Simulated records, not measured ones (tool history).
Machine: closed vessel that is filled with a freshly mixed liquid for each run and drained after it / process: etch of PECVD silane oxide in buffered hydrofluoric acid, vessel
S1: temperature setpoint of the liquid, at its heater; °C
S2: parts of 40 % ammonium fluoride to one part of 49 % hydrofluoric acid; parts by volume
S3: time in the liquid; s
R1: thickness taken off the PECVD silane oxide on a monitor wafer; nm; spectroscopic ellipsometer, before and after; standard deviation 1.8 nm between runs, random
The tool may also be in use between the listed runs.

{"run": 1, "hour": 0.0, "S1": 23.0, "S2": 20.0, "S3": 100, "R1": 153.3}
{"run": 2, "hour": 4.1, "S1": 21.5, "S2": 20.0, "S3": 100, "R1": 140.98}
{"run": 3, "hour": 11.1, "S1": 21.5, "S2": 25.5, "S3": 100, "R1": 120.0}
{"run": 4, "hour": 13.2, "S1": 21.5, "S2": 25.5, "S3": 105, "R1": 124.73}
{"run": 5, "hour": 14.7, "S1": 21.5, "S2": 21.5, "S3": 105, "R1": 142.17}
{"run": 6, "hour": 16.5, "S1": 21.5, "S2": 24.5, "S3": 105, "R1": 128.54}
{"run": 7, "hour": 19.5, "S1": 23.0, "S2": 23.5, "S3": 105, "R1": 143.38}
{"run": 8, "hour": 27.3, "S1": 24.0, "S2": 22.5, "S3": 105, "R1": 155.18}
{"run": 9, "hour": 34.6, "S1": 25.0, "S2": 21.5, "S3": 105, "R1": 172.15}
{"run": 10, "hour": 38.6, "S1": 26.0, "S2": 21.0, "S3": 105, "R1": 180.74}
{"run": 11, "hour": 44.0, "S1": 26.5, "S2": 20.0, "S3": 105, "R1": 195.41}

Predict the results of run 12:
{"run": 12, "hour": 47.2, "S1": 27.0, "S2": 19.5, "S3": 105, "R1": "?"}

R1: 202.44 nm

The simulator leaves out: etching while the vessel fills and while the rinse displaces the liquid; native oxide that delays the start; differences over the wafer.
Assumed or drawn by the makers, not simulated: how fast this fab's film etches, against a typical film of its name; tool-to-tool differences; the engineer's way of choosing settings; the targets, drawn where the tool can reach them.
